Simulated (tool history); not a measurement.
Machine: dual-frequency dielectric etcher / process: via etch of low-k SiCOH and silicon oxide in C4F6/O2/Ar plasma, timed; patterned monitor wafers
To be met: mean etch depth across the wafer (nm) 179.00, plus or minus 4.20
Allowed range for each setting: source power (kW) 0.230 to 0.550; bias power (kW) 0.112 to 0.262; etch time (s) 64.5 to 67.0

run    day  source power (kW)  bias power (kW)  etch time (s)  mean etch depth across the wafer (nm)
  1  0.000              0.390            0.187           64.5                                 158.59
  2  0.058              0.390            0.187           64.5                                 160.19
  3  0.338              0.390            0.187           67.0                                 164.59
  4  0.521              0.400            0.188           67.0                                 167.21
  5  0.800              0.400            0.204           67.0                                 174.18
  6  0.912              0.400            0.174           67.0                                 165.43
     1.196  -- source power generator calibrated
  7  1.196              0.410            0.175           67.0                                 164.15
  8  1.375              0.420            0.177           67.0                                 164.27
  9  1.558              0.420            0.183           67.0                                 168.36

Pick the move, out of 4, that brings all results within their allowed miss; only one does.
  A  1.742              0.400            0.226           66.0                                      ?
  B  1.742              0.420            0.192           65.0                                      ?
  C  1.742              0.400            0.168           65.5                                      ?
  D  1.742              0.360            0.220           67.0                                      ?

move  mean etch depth across the wafer (nm)
   A                                 176.78
   B                                 165.63
   C                                 154.73
   D                                 170.38
A: every result lands within tolerance
B: the biggest miss grows against the last run
C: the biggest miss grows against the last run
D: better than the last run, though not everything is in spec
Answer: A

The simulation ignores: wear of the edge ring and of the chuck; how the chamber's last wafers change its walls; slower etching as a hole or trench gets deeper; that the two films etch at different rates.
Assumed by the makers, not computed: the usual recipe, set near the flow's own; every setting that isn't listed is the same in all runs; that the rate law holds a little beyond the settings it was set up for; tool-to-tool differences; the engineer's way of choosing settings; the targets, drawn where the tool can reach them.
